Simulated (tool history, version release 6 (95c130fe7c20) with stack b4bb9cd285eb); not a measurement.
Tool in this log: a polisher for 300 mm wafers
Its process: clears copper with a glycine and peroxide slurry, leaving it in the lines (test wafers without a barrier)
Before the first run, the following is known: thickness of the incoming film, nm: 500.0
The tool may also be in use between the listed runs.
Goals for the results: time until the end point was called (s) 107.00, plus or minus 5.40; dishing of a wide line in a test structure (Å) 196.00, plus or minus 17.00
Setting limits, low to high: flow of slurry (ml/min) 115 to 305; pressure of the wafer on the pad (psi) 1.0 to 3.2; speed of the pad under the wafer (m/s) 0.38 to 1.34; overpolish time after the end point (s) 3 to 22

run	hour	flow of slurry (ml/min)	pressure of the wafer on the pad (psi)	speed of the pad under the wafer (m/s)	overpolish time after the end point (s)	time until the end point was called (s)	dishing of a wide line in a test structure (Å)
1	0.0	195	2.1	0.86	11	147.82	318.05
2	0.9	195	2.2	0.88	10	138.97	298.37
3	9.0	195	2.2	0.88	6	137.35	183.56
4	10.7	195	2.5	0.88	6	128.62	207.08
5	15.2	195	2.9	0.88	6	110.58	213.37
6	21.8	195	2.9	0.72	6	129.98	196.47
7	23.2	195	3.0	0.74	6	121.56	200.55
8	29.6	195	3.0	0.76	6	118.01	204.92
9	35.8	195	3.1	0.78	5	115.46	189.18

Next run, 5 choices. One meets every target within its allowed miss, the rest don't. Which?
A	42.0	195	2.5	0.76	6	?	?
B	42.0	195	2.9	0.90	5	?	?
C	42.0	215	3.1	0.70	6	?	?
D	42.0	205	3.2	0.66	6	?	?
E	42.0	215	3.2	0.80	4	?	?

move	time until the end point was called (s)	dishing of a wide line in a test structure (Å)
A	140.91	186.48
B	109.67	199.16
C	126.15	207.97
D	129.34	203.22
E	110.54	159.85
A: further off than the last run
B: all results land within tolerance of their targets
C: further off than the last run
D: further off than the last run
E: the worst result of the last run now meets its target, but another is out of spec
B meets every target.

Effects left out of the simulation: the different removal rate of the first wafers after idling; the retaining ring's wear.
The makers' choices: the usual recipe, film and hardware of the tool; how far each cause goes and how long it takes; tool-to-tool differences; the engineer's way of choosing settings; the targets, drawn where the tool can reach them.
